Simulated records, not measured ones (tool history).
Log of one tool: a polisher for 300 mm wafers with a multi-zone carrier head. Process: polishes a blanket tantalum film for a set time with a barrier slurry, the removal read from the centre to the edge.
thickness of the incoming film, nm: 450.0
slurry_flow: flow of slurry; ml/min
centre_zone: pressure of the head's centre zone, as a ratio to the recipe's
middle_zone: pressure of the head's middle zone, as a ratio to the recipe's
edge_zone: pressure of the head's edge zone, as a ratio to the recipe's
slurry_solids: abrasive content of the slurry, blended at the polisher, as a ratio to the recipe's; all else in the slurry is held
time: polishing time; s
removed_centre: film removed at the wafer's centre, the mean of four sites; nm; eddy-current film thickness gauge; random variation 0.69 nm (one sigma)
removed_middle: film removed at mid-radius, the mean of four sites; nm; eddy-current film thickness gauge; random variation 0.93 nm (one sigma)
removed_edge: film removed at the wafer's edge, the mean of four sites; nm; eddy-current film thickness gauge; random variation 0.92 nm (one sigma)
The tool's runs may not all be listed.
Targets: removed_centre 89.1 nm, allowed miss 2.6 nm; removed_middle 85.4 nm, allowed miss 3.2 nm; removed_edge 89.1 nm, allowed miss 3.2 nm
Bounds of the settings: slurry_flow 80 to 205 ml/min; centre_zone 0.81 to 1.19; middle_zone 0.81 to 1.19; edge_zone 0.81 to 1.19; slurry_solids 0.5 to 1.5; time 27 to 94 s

{"run": 1, "hour": 0.0, "slurry_flow": 135, "centre_zone": 1, "middle_zone": 1, "edge_zone": 1, "slurry_solids": 1, "time": 60, "removed_centre": 135.53, "removed_middle": 135.42, "removed_edge": 134.89}
{"run": 2, "hour": 7.0, "slurry_flow": 105, "centre_zone": 1, "middle_zone": 1, "edge_zone": 1, "slurry_solids": 1, "time": 60, "removed_centre": 122.93, "removed_middle": 126.46, "removed_edge": 130.41}
{"run": 3, "hour": 14.7, "slurry_flow": 105, "centre_zone": 1, "middle_zone": 0.99, "edge_zone": 0.99, "slurry_solids": 0.95, "time": 59, "removed_centre": 117.22, "removed_middle": 121.29, "removed_edge": 122.46}
{"run": 4, "hour": 16.5, "slurry_flow": 105, "centre_zone": 1, "middle_zone": 0.99, "edge_zone": 1.04, "slurry_solids": 0.95, "time": 59, "removed_centre": 118.23, "removed_middle": 118.58, "removed_edge": 127.75}
{"run": 5, "hour": 23.0, "slurry_flow": 105, "centre_zone": 1, "middle_zone": 0.98, "edge_zone": 1.03, "slurry_solids": 0.9, "time": 58, "removed_centre": 114.92, "removed_middle": 114.11, "removed_edge": 119.69}
{"run": 6, "hour": 26.9, "slurry_flow": 105, "centre_zone": 1, "middle_zone": 0.98, "edge_zone": 0.95, "slurry_solids": 0.9, "time": 58, "removed_centre": 114.82, "removed_middle": 113.7, "removed_edge": 115.25}
{"run": 7, "hour": 32.4, "slurry_flow": 105, "centre_zone": 0.96, "middle_zone": 0.89, "edge_zone": 0.85, "slurry_solids": 0.65, "time": 51, "removed_centre": 76.522, "removed_middle": 75.531, "removed_edge": 76.917}
{"run": 8, "hour": 33.7, "slurry_flow": 110, "centre_zone": 0.96, "middle_zone": 0.89, "edge_zone": 0.86, "slurry_solids": 0.65, "time": 51, "removed_centre": 78.562, "removed_middle": 76.081, "removed_edge": 80.136}
{"run": 9, "hour": 36.7, "slurry_flow": 115, "centre_zone": 0.96, "middle_zone": 0.89, "edge_zone": 0.86, "slurry_solids": 0.65, "time": 51, "removed_centre": 79.353, "removed_middle": 76.101, "removed_edge": 78.591}
{"run": 10, "hour": 42.0, "slurry_flow": 120, "centre_zone": 0.96, "middle_zone": 0.9, "edge_zone": 0.87, "slurry_solids": 0.65, "time": 51, "removed_centre": 79.864, "removed_middle": 77.685, "removed_edge": 78.715}
{"run": 11, "hour": 50.8, "slurry_flow": 120, "centre_zone": 0.96, "middle_zone": 0.9, "edge_zone": 0.88, "slurry_solids": 0.65, "time": 51, "removed_centre": 80.99, "removed_middle": 79.23, "removed_edge": 79.935}
{"run": 12, "hour": 54.0, "slurry_flow": 120, "centre_zone": 0.96, "middle_zone": 0.9, "edge_zone": 0.89, "slurry_solids": 0.65, "time": 51, "removed_centre": 80.405, "removed_middle": 78.208, "removed_edge": 80.593}
{"run": 13, "hour": 56.7, "slurry_flow": 120, "centre_zone": 0.96, "middle_zone": 0.9, "edge_zone": 0.89, "slurry_solids": 0.65, "time": 51, "removed_centre": 80.85, "removed_middle": 77.409, "removed_edge": 79.872}
{"run": 14, "hour": 65.1, "slurry_flow": 120, "centre_zone": 0.96, "middle_zone": 0.91, "edge_zone": 0.9, "slurry_solids": 0.65, "time": 51, "removed_centre": 80.256, "removed_middle": 76.905, "removed_edge": 80.756}
{"run": 15, "hour": 70.7, "slurry_flow": 120, "centre_zone": 0.96, "middle_zone": 0.92, "edge_zone": 0.91, "slurry_solids": 0.65, "time": 51, "removed_centre": 80.877, "removed_middle": 78.799, "removed_edge": 82.924}
{"run": 16, "hour": 75.1, "slurry_flow": 125, "centre_zone": 0.96, "middle_zone": 0.93, "edge_zone": 0.91, "slurry_solids": 0.65, "time": 51, "removed_centre": 81.011, "removed_middle": 80.2, "removed_edge": 81.014}
{"run": 17, "hour": 82.8, "slurry_flow": 155, "centre_zone": 0.98, "middle_zone": 0.91, "edge_zone": 1.01, "slurry_solids": 0.8, "time": 51, "removed_centre": 103.54, "removed_middle": 99.327, "removed_edge": 104.39}
{"run": 18, "hour": 85.4, "slurry_flow": 155, "centre_zone": 0.98, "middle_zone": 0.91, "edge_zone": 1.01, "slurry_solids": 0.8, "time": 51, "removed_centre": 102.97, "removed_middle": 98.052, "removed_edge": 106.49}

5 next moves are on the table. One of them brings every result within its allowed miss. Which?
{"run": "A", "hour": 88.0, "slurry_flow": 80, "centre_zone": 1.03, "middle_zone": 0.88, "edge_zone": 1.15, "slurry_solids": 1.15, "time": 61, "removed_centre": "?", "removed_middle": "?", "removed_edge": "?"}
{"run": "B", "hour": 88.0, "slurry_flow": 170, "centre_zone": 1.14, "middle_zone": 0.96, "edge_zone": 0.92, "slurry_solids": 0.7, "time": 44, "removed_centre": "?", "removed_middle": "?", "removed_edge": "?"}
{"run": "C", "hour": 88.0, "slurry_flow": 135, "centre_zone": 0.99, "middle_zone": 0.92, "edge_zone": 0.97, "slurry_solids": 0.8, "time": 45, "removed_centre": "?", "removed_middle": "?", "removed_edge": "?"}
{"run": "D", "hour": 88.0, "slurry_flow": 180, "centre_zone": 1.02, "middle_zone": 1.09, "edge_zone": 0.88, "slurry_solids": 0.85, "time": 49, "removed_centre": "?", "removed_middle": "?", "removed_edge": "?"}
{"run": "E", "hour": 88.0, "slurry_flow": 175, "centre_zone": 0.97, "middle_zone": 1, "edge_zone": 1, "slurry_solids": 0.75, "time": 42, "removed_centre": "?", "removed_middle": "?", "removed_edge": "?"}

move=A removed_centre=122.12 removed_middle=112.48 removed_edge=138.6
move=B removed_centre=96.064 removed_middle=82.54 removed_edge=79.753
move=C removed_centre=88.808 removed_middle=85.777 removed_edge=88.86
move=D removed_centre=110.27 removed_middle=116.65 removed_edge=99.717
move=E removed_centre=82.572 removed_middle=86.095 removed_edge=83.682
A: further off than the last run
B: takes the result that was furthest off past its target
C: meets every target
D: further off than the last run
E: takes the result that was furthest off past its target
Move C is the one to make.
